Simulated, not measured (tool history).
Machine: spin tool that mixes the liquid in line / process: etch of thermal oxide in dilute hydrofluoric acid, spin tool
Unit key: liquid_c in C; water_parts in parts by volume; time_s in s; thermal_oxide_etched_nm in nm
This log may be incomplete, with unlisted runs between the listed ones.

run	hour	liquid_c	water_parts	time_s	thermal_oxide_etched_nm
1	0	22	260	65	0.95241
2	8.3	24.5	220	65	1.2656
3	11.9	26.5	220	65	1.361
4	12.8	26.5	160	65	1.9818
5	19.9	26.5	125	65	2.6107
6	23.3	26.5	65	65	5.5091
7	29.4	26.5	100	65	3.4649
8	38.3	26.5	120	65	2.8369
9	46.9	26.5	120	65	2.7537

Run 10 has not been measured yet. What should we expect?
10	52.8	26.5	130	65	?

thermal_oxide_etched_nm: 2.4865 nm

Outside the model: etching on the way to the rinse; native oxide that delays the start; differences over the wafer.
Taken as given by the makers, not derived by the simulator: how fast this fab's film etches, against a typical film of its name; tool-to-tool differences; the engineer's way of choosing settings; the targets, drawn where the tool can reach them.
